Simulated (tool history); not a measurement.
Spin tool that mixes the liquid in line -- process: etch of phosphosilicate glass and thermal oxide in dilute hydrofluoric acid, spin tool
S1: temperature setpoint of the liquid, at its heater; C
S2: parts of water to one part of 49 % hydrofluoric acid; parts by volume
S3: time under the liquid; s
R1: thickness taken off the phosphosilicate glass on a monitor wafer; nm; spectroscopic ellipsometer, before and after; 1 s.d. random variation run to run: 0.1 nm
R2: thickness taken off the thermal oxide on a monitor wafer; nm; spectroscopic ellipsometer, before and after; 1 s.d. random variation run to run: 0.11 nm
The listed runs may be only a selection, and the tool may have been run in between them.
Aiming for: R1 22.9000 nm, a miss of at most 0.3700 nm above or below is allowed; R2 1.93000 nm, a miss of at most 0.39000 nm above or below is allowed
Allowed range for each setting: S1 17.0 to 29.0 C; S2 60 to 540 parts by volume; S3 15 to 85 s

run    day    S1   S2  S3       R1       R2
  1  0.000  21.0  300  45   6.6644  0.58616
  2  0.254  23.5  230  45  10.2740  0.83680
  3  0.333  23.5  145  45  17.6730  1.46920
  4  0.408  25.0  140  45  19.5370  1.66490
  5  0.771  26.0  140  45  20.2480  1.77370
  6  1.092  26.0  205  45  12.9270  1.06560
  7  1.188  29.0  115  45  28.7530  2.31770
  8  1.400  28.0  115  45  27.5720  2.35510
  9  1.488  27.0  115  45  26.5910  2.26890
 10  1.662  26.0  115  45  25.6250  2.10820
 11  1.967  22.5  120  45  21.3730  1.78180

Consider the 4 candidate settings below. Which is the only one whose results all fall within their allowed miss of target?
  A  2.271  17.0   60  30   ?   ?
  B  2.271  29.0  145  45   ?   ?
  C  2.271  26.0  200  75   ?   ?
  D  2.271  22.0  100  40   ?   ?

move       R1       R2
   A  23.9290  2.07540
   B  21.6530  1.87800
   C  21.9620  1.90480
   D  22.5420  1.95510
A: carries the result that was furthest off beyond its target, to the other side
B: nearer than the last run, and not there yet
C: nearer than the last run, and not there yet
D: all results in spec
D meets every target.
